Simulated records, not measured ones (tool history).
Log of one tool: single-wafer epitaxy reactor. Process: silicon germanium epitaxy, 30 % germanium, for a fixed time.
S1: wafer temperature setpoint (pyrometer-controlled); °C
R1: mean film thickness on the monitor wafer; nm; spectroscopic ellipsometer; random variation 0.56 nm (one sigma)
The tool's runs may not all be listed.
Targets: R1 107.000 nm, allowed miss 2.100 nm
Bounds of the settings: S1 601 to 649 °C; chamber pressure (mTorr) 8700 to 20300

{"run": 1, "day": 0.0, "S1": 625, "chamber pressure (mTorr)": 14500, "R1": 78.6}
{"run": 2, "day": 0.271, "S1": 629, "chamber pressure (mTorr)": 14600, "R1": 83.955}
{"run": 3, "day": 0.329, "S1": 625, "chamber pressure (mTorr)": 14600, "R1": 78.498}
{"run": 4, "day": 0.583, "S1": 629, "chamber pressure (mTorr)": 14700, "R1": 84.54}
{"run": 5, "day": 0.829, "S1": 629, "chamber pressure (mTorr)": 13500, "R1": 81.683}
{"run": 6, "day": 0.879, "S1": 632, "chamber pressure (mTorr)": 13600, "R1": 86.183}
{"run": 7, "day": 0.908, "S1": 635, "chamber pressure (mTorr)": 13600, "R1": 89.91}
{"run": 8, "day": 1.062, "S1": 637, "chamber pressure (mTorr)": 13600, "R1": 93.078}

Which of these 4 next moves meets every target?
{"run": "A", "day": 1.217, "S1": 636, "chamber pressure (mTorr)": 16800, "R1": "?"}
{"run": "B", "day": 1.217, "S1": 641, "chamber pressure (mTorr)": 15800, "R1": "?"}
{"run": "C", "day": 1.217, "S1": 643, "chamber pressure (mTorr)": 13100, "R1": "?"}
{"run": "D", "day": 1.217, "S1": 627, "chamber pressure (mTorr)": 14400, "R1": "?"}

move=A R1=102.670
move=B R1=108.410
move=C R1=101.820
move=D R1=81.322
A: nearer than the last run, and not there yet
B: meets every target
C: nearer than the last run, and not there yet
D: further off than the last run
Move B is the one to make.

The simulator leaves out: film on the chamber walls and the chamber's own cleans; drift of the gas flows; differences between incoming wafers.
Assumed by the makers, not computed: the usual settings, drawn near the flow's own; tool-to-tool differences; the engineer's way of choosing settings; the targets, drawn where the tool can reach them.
